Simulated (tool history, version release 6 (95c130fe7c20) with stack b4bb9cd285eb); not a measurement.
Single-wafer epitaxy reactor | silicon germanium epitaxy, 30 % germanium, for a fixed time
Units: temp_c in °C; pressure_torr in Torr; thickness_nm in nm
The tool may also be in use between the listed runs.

{"run": 1, "hour": 0.0, "temp_c": 595, "pressure_torr": 21.9, "thickness_nm": 64.934}
{"run": 2, "hour": 8.5, "temp_c": 597, "pressure_torr": 21.9, "thickness_nm": 67.098}
{"run": 3, "hour": 11.2, "temp_c": 598, "pressure_torr": 21.9, "thickness_nm": 68.253}
{"run": 4, "hour": 18.8, "temp_c": 603, "pressure_torr": 21.9, "thickness_nm": 73.921}
{"run": 5, "hour": 20.7, "temp_c": 602, "pressure_torr": 21.9, "thickness_nm": 72.399}
{"run": 6, "hour": 26.6, "temp_c": 595, "pressure_torr": 21.9, "thickness_nm": 65.025}

Forecast run 7:
{"run": 7, "hour": 30.6, "temp_c": 597, "pressure_torr": 21.9, "thickness_nm": "?"}

Run 7 gave thickness_nm 67.083 nm.
